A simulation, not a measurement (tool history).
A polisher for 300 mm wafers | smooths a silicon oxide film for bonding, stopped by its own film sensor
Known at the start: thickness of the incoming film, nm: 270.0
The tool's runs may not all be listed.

run	hour	flow of slurry (ml/min)	pressure of the wafer on the pad (psi)	speed of the pad under the wafer (m/s)	abrasive content of the slurry	target thickness at which the film sensor stops the polish (angstrom)	time until the film sensor stopped the polish (s)
1	0.0	260	2.1	1.04	1.0	2050	76.360
2	5.8	260	2.1	1.04	1.0	2020	82.218
3	12.2	260	2.6	1.04	1.0	2020	69.998
4	16.4	260	2.7	1.06	1.0	2020	67.557
5	21.0	260	2.7	1.08	1.0	2020	68.502
6	27.8	260	2.7	1.10	1.0	2020	66.442
7	33.3	260	2.7	1.10	1.0	2020	68.082
8	37.8	260	2.7	1.12	1.0	2020	64.716
9	46.0	260	2.7	1.14	1.0	2020	65.896

The next listed run, before its measurement:
10	51.0	260	2.7	1.16	1.0	2020	?

time until the film sensor stopped the polish (s): 63.758
